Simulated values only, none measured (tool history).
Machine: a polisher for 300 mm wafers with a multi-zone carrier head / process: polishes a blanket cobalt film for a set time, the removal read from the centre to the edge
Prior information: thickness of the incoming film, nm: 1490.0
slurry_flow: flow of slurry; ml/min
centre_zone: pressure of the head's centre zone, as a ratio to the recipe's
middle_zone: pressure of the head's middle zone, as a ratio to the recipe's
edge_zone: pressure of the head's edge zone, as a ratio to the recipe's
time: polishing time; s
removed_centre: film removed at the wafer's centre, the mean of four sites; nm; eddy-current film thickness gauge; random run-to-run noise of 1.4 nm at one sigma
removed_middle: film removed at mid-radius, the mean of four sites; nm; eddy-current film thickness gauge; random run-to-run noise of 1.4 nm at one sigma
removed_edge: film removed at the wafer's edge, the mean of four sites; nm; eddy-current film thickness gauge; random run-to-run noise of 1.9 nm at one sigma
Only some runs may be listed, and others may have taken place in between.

Run 1, day 0: slurry_flow 245 ml/min, centre_zone 1, middle_zone 1, edge_zone 1, time 51 s. Result: removed_centre 192.96 nm, removed_middle 201.84 nm, removed_edge 199.15 nm.
Run 2, day 0.138: slurry_flow 235 ml/min, centre_zone 0.96, middle_zone 0.98, edge_zone 0.99, time 46 s. Result: removed_centre 167.95 nm, removed_middle 178.57 nm, removed_edge 183.44 nm.
Run 3, day 0.475: slurry_flow 235 ml/min, centre_zone 0.89, middle_zone 0.98, edge_zone 0.99, time 46 s. Result: removed_centre 156.03 nm, removed_middle 178.06 nm, removed_edge 180.37 nm.
Run 4, day 0.675: slurry_flow 230 ml/min, centre_zone 0.87, middle_zone 0.98, edge_zone 0.98, time 42 s. Result: removed_centre 137.88 nm, removed_middle 159.58 nm, removed_edge 163.34 nm.
Run 5, day 0.746: slurry_flow 230 ml/min, centre_zone 0.82, middle_zone 0.98, edge_zone 0.98, time 42 s. Result: removed_centre 128.88 nm, removed_middle 160.88 nm, removed_edge 162.88 nm.
Run 6, day 0.925: slurry_flow 230 ml/min, centre_zone 0.82, middle_zone 0.93, edge_zone 0.98, time 42 s. Result: removed_centre 132.24 nm, removed_middle 156.45 nm, removed_edge 160.38 nm.
Run 7, day 0.988: slurry_flow 225 ml/min, centre_zone 0.82, middle_zone 0.93, edge_zone 0.97, time 40 s. Result: removed_centre 122.53 nm, removed_middle 147.06 nm, removed_edge 154.65 nm.

Run 8 has not been measured yet. What should we expect?
Run 8, day 1.3: slurry_flow 230 ml/min, centre_zone 0.82, middle_zone 0.93, edge_zone 0.94, time 38 s. Result: removed_centre ?, removed_middle ?, removed_edge ?.

Run 8 gave removed_centre 117.84 nm, removed_middle 141.06 nm, removed_edge 143.28 nm.
